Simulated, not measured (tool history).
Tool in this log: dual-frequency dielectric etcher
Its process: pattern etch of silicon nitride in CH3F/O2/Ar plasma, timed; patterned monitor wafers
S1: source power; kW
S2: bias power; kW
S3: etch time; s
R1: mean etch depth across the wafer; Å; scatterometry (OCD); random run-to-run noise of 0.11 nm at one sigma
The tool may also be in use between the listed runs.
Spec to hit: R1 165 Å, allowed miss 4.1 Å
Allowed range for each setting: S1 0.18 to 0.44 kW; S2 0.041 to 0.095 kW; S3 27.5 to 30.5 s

run,hour,S1,S2,S3,R1
1,0,0.31,0.068,30.5,204.38
2,1.7,0.34,0.068,30.5,210.85
3,7.4,0.34,0.06,30.5,202.76
4,10.1,0.34,0.06,30.5,207.33
5,15.3,0.32,0.058,30,193.96
6,21.4,0.37,0.058,30,204.87
7,25.2,0.35,0.056,30,202.29
8,30.8,0.33,0.054,30,192.62
9,32.7,0.27,0.049,30,178.84
10,34,0.26,0.048,30,173.18

Of the 4 settings listed for the next run, only one would bring every result within its allowed miss of target. Which one?
A,35.3,0.24,0.054,28.5,?
B,35.3,0.29,0.06,27.5,?
C,35.3,0.28,0.049,29,?
D,35.3,0.26,0.05,30.5,?

move,R1
A,164.56
B,174.52
C,172.6
D,177.67
A: each result inside its tolerance
B: misses by more than the last run did
C: closer than the last run, but not yet in spec
D: misses by more than the last run did
The right move is A.
